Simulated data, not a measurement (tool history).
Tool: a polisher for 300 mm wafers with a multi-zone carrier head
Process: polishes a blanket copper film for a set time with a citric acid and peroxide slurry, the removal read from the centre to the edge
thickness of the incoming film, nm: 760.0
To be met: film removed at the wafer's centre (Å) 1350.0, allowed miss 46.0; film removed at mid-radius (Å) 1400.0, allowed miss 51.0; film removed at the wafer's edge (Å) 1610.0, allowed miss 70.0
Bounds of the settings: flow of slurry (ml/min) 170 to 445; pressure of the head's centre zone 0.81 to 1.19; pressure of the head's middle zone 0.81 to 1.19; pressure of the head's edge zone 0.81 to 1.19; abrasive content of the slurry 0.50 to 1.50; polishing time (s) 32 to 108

run,day,flow of slurry (ml/min),pressure of the head's centre zone,pressure of the head's middle zone,pressure of the head's edge zone,abrasive content of the slurry,polishing time (s),film removed at the wafer's centre (Å),film removed at mid-radius (Å),film removed at the wafer's edge (Å)
1,0.000,285,1.00,1.00,1.00,1.00,70,1930.0,1849.8,1831.8
2,0.367,285,1.04,1.00,1.00,1.00,70,1988.1,1821.0,1804.4
3,0.633,275,1.00,0.97,1.01,0.90,69,1847.5,1733.4,1728.3
4,0.775,325,1.00,0.97,1.01,0.90,69,1884.3,1794.8,1809.8
5,0.838,315,0.96,0.94,1.03,0.85,68,1790.9,1707.5,1750.1
6,0.958,330,0.93,0.92,1.06,0.80,66,1647.9,1607.3,1710.9
7,1.238,320,0.91,0.91,1.08,0.75,66,1609.8,1570.6,1679.5
8,1.592,325,0.89,0.90,1.10,0.70,65,1529.9,1523.5,1730.9
9,1.875,315,0.87,0.89,1.09,0.70,65,1489.5,1546.1,1626.9
10,1.938,315,0.86,0.88,1.11,0.65,65,1481.1,1477.7,1671.9
11,2.071,310,0.85,0.88,1.11,0.65,65,1431.0,1490.7,1687.6
12,2.142,300,0.85,0.87,1.11,0.65,65,1434.9,1467.7,1620.9
13,2.338,295,0.84,0.86,1.12,0.65,65,1431.1,1444.2,1710.8
14,2.546,290,0.83,0.86,1.11,0.65,65,1376.8,1465.1,1663.6
15,2.875,285,0.83,0.85,1.11,0.65,65,1396.8,1405.6,1665.5

5 next moves are on the table. One of them brings every result within its allowed miss. Which?
A,3.204,335,0.81,1.00,1.01,0.55,60,?,?,?
B,3.204,260,0.85,0.86,1.17,0.85,61,?,?,?
C,3.204,220,0.87,0.86,1.04,0.55,67,?,?,?
D,3.204,215,0.84,0.86,1.08,0.55,72,?,?,?
E,3.204,255,0.82,0.87,1.11,0.75,68,?,?,?

move,film removed at the wafer's centre (Å),film removed at mid-radius (Å),film removed at the wafer's edge (Å)
A,1264.1,1500.1,1484.1
B,1369.3,1384.0,1663.1
C,1432.9,1418.4,1619.3
D,1480.4,1519.0,1766.9
E,1447.2,1530.7,1777.3
A: takes the result that was furthest off past its target
B: meets every target
C: further off than the last run
D: further off than the last run
E: further off than the last run
Move B is the one to make.

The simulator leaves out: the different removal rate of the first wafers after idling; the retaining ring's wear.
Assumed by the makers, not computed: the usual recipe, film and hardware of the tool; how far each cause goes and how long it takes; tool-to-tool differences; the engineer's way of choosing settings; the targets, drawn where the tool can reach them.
